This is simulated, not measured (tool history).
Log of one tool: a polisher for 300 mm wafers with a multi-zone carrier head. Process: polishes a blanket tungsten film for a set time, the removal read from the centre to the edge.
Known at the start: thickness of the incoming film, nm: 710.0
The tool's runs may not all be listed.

run	day	flow of slurry (ml/min)	pressure of the head's centre zone	pressure of the head's middle zone	pressure of the head's edge zone	abrasive content of the slurry	polishing time (s)	film removed at the wafer's centre (Å)	film removed at mid-radius (Å)	film removed at the wafer's edge (Å)
1	0	205	1	1	1	1	33	1532.4	1581.2	1557.3
2	0.112	205	1	1	0.92	1	33	1556.8	1564.1	1487.9
3	0.258	205	0.94	1	0.92	1	33	1468.3	1585.8	1510.3
4	0.317	205	0.94	1	0.86	1	33	1480.8	1552.1	1390.2
5	0.496	205	0.94	1.04	0.86	1	33	1482.2	1638	1421.6
6	0.604	205	0.89	1.04	0.86	1	33	1376.8	1632.9	1451.3
7	0.762	220	0.91	1.06	0.88	1.05	33	1434.4	1691	1484.6
8	0.783	220	0.91	1.06	0.88	1.05	33	1446.1	1652.3	1453.9
9	0.954	215	0.91	1.08	0.9	1.1	34	1513	1793.2	1556.3

Forecast run 10:
10	0.979	215	0.91	1.1	0.92	1.1	34	?	?	?

{"run 10": {"film removed at the wafer's centre (Å)": 1495.3, "film removed at mid-radius (Å)": 1832.6, "film removed at the wafer's edge (Å)": 1583.9}}
